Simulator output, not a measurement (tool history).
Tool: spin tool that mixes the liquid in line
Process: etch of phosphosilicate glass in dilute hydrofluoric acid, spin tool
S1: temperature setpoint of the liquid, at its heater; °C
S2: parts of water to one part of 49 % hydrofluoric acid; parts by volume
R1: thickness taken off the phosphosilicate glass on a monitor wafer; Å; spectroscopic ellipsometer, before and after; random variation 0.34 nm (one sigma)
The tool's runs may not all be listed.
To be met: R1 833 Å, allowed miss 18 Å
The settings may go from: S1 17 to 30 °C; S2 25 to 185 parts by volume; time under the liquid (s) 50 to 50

run 1 hour=0 | S1=22 S2=105 time_under_the_liquid_(s)=50 | R1=364.03
run 2 hour=3.7 | S1=23.5 S2=105 time_under_the_liquid_(s)=50 | R1=385.55
run 3 hour=5.6 | S1=24.5 S2=95 time_under_the_liquid_(s)=50 | R1=449.09
run 4 hour=10.6 | S1=26 S2=95 time_under_the_liquid_(s)=50 | R1=476.93
run 5 hour=12.2 | S1=26 S2=110 time_under_the_liquid_(s)=50 | R1=401.45
run 6 hour=20.1 | S1=26 S2=125 time_under_the_liquid_(s)=50 | R1=347.51
run 7 hour=26.9 | S1=26.5 S2=115 time_under_the_liquid_(s)=50 | R1=389.41
run 8 hour=28.8 | S1=27 S2=105 time_under_the_liquid_(s)=50 | R1=441.26
run 9 hour=33.7 | S1=27.5 S2=95 time_under_the_liquid_(s)=50 | R1=501.54
run 10 hour=34.6 | S1=28 S2=90 time_under_the_liquid_(s)=50 | R1=546.51
run 11 hour=36.7 | S1=30 S2=55 time_under_the_liquid_(s)=50 | R1=1013
run 12 hour=39.8 | S1=29.5 S2=55 time_under_the_liquid_(s)=50 | R1=995.18
run 13 hour=45.9 | S1=29 S2=55 time_under_the_liquid_(s)=50 | R1=980.65

5 next moves are on the table. One of them brings every result within its allowed miss. Which?
run A hour=52 | S1=27.5 S2=60 time_under_the_liquid_(s)=50 | R1=?
run B hour=52 | S1=30 S2=70 time_under_the_liquid_(s)=50 | R1=?
run C hour=52 | S1=29 S2=70 time_under_the_liquid_(s)=50 | R1=?
run D hour=52 | S1=29.5 S2=45 time_under_the_liquid_(s)=50 | R1=?
run E hour=52 | S1=26 S2=60 time_under_the_liquid_(s)=50 | R1=?

move=A R1=836.81
move=B R1=779.49
move=C R1=749.92
move=D R1=1234.8
move=E R1=788.17
A: meets every target
B: takes the result that was furthest off past its target
C: takes the result that was furthest off past its target
D: further off than the last run
E: takes the result that was furthest off past its target
Answer: A
